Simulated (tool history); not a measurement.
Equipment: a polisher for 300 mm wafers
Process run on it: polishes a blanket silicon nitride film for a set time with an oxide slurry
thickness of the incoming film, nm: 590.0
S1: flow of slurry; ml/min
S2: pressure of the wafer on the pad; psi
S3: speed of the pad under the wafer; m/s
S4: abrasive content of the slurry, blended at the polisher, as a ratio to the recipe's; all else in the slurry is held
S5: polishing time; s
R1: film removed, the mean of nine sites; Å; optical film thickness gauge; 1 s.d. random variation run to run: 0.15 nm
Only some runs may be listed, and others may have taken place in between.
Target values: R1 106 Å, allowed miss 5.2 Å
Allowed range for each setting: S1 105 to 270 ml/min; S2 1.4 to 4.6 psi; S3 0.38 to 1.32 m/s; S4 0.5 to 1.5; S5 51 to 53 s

run,day,S1,S2,S3,S4,S5,R1
1,0,175,3,0.84,1,51,233.2
2,0.183,175,2.8,0.8,1,51,212.05
3,0.412,175,2.8,0.64,1,51,182.9
4,0.546,215,2.8,0.64,1,51,187.26
5,0.775,215,2.6,0.62,1,51,175.37
6,0.954,215,2.4,0.6,1,51,158.71
7,1.233,215,2.3,0.58,1,51,147.28
8,1.6,215,2.2,0.58,1,51,141.39

Which of these 5 next moves meets every target?
A,1.967,235,2.1,0.74,1.2,51,?
B,1.967,220,2.1,0.52,0.95,51,?
C,1.967,185,3.1,0.44,0.95,53,?
D,1.967,130,1.8,0.58,0.9,53,?
E,1.967,180,1.9,0.6,1,51,?

move,R1
A,176.55
B,123.98
C,161.19
D,108
E,124.49
A: moves away from the targets compared with the last run
B: better than the last run, though not everything is in spec
C: moves away from the targets compared with the last run
D: each result inside its tolerance
E: better than the last run, though not everything is in spec
Move D is the one to make.
